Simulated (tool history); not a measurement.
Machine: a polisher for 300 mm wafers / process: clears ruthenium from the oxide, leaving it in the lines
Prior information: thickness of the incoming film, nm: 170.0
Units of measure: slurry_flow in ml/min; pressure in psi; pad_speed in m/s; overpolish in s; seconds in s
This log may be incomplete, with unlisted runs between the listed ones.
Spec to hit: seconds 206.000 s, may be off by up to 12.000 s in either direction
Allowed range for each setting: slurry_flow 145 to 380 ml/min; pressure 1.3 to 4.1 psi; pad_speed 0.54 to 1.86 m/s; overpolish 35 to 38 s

run 1 hour=0.0 | slurry_flow=245 pressure=2.7 pad_speed=1.18 overpolish=35 | seconds=105.540
run 2 hour=0.7 | slurry_flow=245 pressure=2.7 pad_speed=1.38 overpolish=35 | seconds=92.675
run 3 hour=5.6 | slurry_flow=245 pressure=2.5 pad_speed=1.32 overpolish=35 | seconds=99.495
run 4 hour=11.8 | slurry_flow=195 pressure=2.5 pad_speed=1.32 overpolish=35 | seconds=105.390
run 5 hour=18.2 | slurry_flow=195 pressure=2.4 pad_speed=1.28 overpolish=35 | seconds=110.160
run 6 hour=21.6 | slurry_flow=195 pressure=2.4 pad_speed=1.28 overpolish=35 | seconds=109.890
run 7 hour=22.7 | slurry_flow=195 pressure=2.4 pad_speed=1.28 overpolish=35 | seconds=108.140
run 8 hour=29.0 | slurry_flow=185 pressure=1.7 pad_speed=0.94 overpolish=35 | seconds=176.670

Exercise: of the 5 proposed moves below, exactly one satisfies all targets within the stated allowed misses. Which move is it?
run A hour=35.3 | slurry_flow=145 pressure=2.1 pad_speed=0.88 overpolish=37 | seconds=?
run B hour=35.3 | slurry_flow=185 pressure=1.9 pad_speed=0.96 overpolish=35 | seconds=?
run C hour=35.3 | slurry_flow=195 pressure=2.0 pad_speed=1.00 overpolish=35 | seconds=?
run D hour=35.3 | slurry_flow=230 pressure=1.7 pad_speed=0.76 overpolish=35 | seconds=?
run E hour=35.3 | slurry_flow=210 pressure=1.6 pad_speed=0.72 overpolish=35 | seconds=?

move=A seconds=174.940
move=B seconds=161.700
move=C seconds=150.080
move=D seconds=207.080
move=E seconds=227.260
A: further off than the last run
B: further off than the last run
C: further off than the last run
D: every result within its allowed miss
E: takes the biggest miss from the last run beyond its target
D meets every target.

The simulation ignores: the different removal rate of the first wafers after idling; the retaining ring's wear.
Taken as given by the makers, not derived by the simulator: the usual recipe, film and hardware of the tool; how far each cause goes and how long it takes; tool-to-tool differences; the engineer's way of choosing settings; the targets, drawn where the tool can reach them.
